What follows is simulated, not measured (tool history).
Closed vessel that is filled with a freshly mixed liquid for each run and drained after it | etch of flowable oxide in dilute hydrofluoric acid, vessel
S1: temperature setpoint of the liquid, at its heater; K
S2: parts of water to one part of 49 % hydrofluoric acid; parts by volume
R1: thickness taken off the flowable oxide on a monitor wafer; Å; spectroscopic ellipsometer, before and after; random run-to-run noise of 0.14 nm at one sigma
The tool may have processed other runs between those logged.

Run 1, hour 0: S1 298.15 K, S2 200 parts by volume, time in the liquid (s) 35. Result: R1 86.817 Å.
Run 2, hour 2.3: S1 299.15 K, S2 195 parts by volume, time in the liquid (s) 35. Result: R1 94.695 Å.
Run 3, hour 6.4: S1 299.65 K, S2 190 parts by volume, time in the liquid (s) 35. Result: R1 98.147 Å.
Run 4, hour 12.1: S1 299.65 K, S2 190 parts by volume, time in the liquid (s) 30. Result: R1 85.284 Å.
Run 5, hour 12.8: S1 299.15 K, S2 175 parts by volume, time in the liquid (s) 30. Result: R1 92.56 Å.
Run 6, hour 14.1: S1 300.65 K, S2 175 parts by volume, time in the liquid (s) 30. Result: R1 97.513 Å.
Run 7, hour 21.9: S1 304.65 K, S2 95 parts by volume, time in the liquid (s) 30. Result: R1 226.68 Å.

Expected results for the next run?
Run 8, hour 26.8: S1 304.15 K, S2 95 parts by volume, time in the liquid (s) 30. Result: R1 ?.

{"run 8": {"R1": 225.29}}
